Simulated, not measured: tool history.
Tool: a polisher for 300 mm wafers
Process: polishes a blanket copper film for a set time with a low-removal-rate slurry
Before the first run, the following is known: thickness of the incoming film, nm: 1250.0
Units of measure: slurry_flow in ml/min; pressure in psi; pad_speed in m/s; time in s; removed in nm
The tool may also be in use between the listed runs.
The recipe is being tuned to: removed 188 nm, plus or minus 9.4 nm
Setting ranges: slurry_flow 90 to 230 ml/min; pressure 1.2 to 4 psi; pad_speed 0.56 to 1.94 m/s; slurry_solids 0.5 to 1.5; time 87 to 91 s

run	hour	slurry_flow	pressure	pad_speed	slurry_solids	time	removed
1	0	150	2.6	1.24	1	87	318.9
2	7.6	150	2.4	1.24	1	87	307.6
3	10.8	150	2.4	1.38	1	87	324.46
4	16.7	150	2.4	1.38	1.15	87	342.01
5	17.2	150	2.2	1.34	1.15	87	294.04
6	19.9	150	1.7	1.34	1.15	87	236.47
7	27.2	150	1.6	1.34	1.15	87	224.05
8	33.8	145	1.2	1.32	1.15	87	164.21
9	41.1	150	1.2	1.32	1.15	87	170.12
# hour 48: slurry blender recalibrated
10	48	155	1.2	1.32	1.15	87	169.09

Pick the move, out of 5, that brings all results within their allowed miss; only one does.
A	54.9	155	1.3	1.3	1.2	89	?
B	54.9	155	1.4	1.04	1.2	87	?
C	54.9	140	1.2	1.1	1.15	87	?
D	54.9	155	1.3	1.04	1.05	87	?
E	54.9	165	1.2	1.12	1.2	87	?

move	removed
A	189.28
B	159.88
C	142.36
D	145.76
E	150.05
A: meets every target
B: lands further from the targets than the last run did
C: lands further from the targets than the last run did
D: lands further from the targets than the last run did
E: lands further from the targets than the last run did
So the answer is move A, the one that meets all the targets.
